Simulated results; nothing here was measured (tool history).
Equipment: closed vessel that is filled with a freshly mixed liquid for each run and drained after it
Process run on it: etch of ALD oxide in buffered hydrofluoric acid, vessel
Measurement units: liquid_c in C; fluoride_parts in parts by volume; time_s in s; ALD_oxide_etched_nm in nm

run 1 hour=0 | liquid_c=25 fluoride_parts=11.5 time_s=100 | ALD_oxide_etched_nm=152.36
run 2 hour=2.1 | liquid_c=23 fluoride_parts=11.5 time_s=100 | ALD_oxide_etched_nm=135.22
run 3 hour=3.6 | liquid_c=23 fluoride_parts=13 time_s=100 | ALD_oxide_etched_nm=120.03
run 4 hour=9.8 | liquid_c=21.5 fluoride_parts=13 time_s=100 | ALD_oxide_etched_nm=111.08
run 5 hour=17.4 | liquid_c=24 fluoride_parts=13 time_s=100 | ALD_oxide_etched_nm=128.03
run 6 hour=19.9 | liquid_c=22.5 fluoride_parts=13 time_s=100 | ALD_oxide_etched_nm=117.43

Run 7 comes next. What will it give?
run 7 hour=22.6 | liquid_c=21.5 fluoride_parts=13 time_s=100 | ALD_oxide_etched_nm=?

{"run 7": {"ALD_oxide_etched_nm": 111.54}}
